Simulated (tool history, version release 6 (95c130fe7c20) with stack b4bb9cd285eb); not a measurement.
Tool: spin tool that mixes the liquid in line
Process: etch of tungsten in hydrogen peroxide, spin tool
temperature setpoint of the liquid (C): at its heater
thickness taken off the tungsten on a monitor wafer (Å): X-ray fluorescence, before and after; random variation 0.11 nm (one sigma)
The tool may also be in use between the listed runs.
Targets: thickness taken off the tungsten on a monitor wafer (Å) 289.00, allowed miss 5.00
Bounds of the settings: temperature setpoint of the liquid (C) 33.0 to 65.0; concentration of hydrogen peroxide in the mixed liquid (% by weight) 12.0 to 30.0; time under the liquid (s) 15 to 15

run	day	temperature setpoint of the liquid (C)	concentration of hydrogen peroxide in the mixed liquid (% by weight)	time under the liquid (s)	thickness taken off the tungsten on a monitor wafer (Å)
1	0.000	49.0	22.5	15	178.46
2	0.371	51.0	22.5	15	202.85
3	0.600	52.5	22.5	15	221.85
4	0.821	53.5	22.5	15	235.84
5	0.862	53.5	22.5	15	234.65
6	0.917	53.5	22.5	15	236.01
7	1.071	54.5	22.5	15	251.72
8	1.138	55.0	22.5	15	258.26

5 next moves are on the table. One of them brings every result within its allowed miss. Which?
A	1.204	57.0	20.0	15	?
B	1.204	53.5	20.5	15	?
C	1.204	54.5	26.5	15	?
D	1.204	59.5	19.0	15	?
E	1.204	54.5	30.0	15	?

move	thickness taken off the tungsten on a monitor wafer (Å)
A	273.37
B	224.99
C	271.52
D	308.12
E	288.90
A: nearer than the last run, and not there yet
B: further off than the last run
C: nearer than the last run, and not there yet
D: takes the result that was furthest off past its target
E: meets every target
The right move is E.

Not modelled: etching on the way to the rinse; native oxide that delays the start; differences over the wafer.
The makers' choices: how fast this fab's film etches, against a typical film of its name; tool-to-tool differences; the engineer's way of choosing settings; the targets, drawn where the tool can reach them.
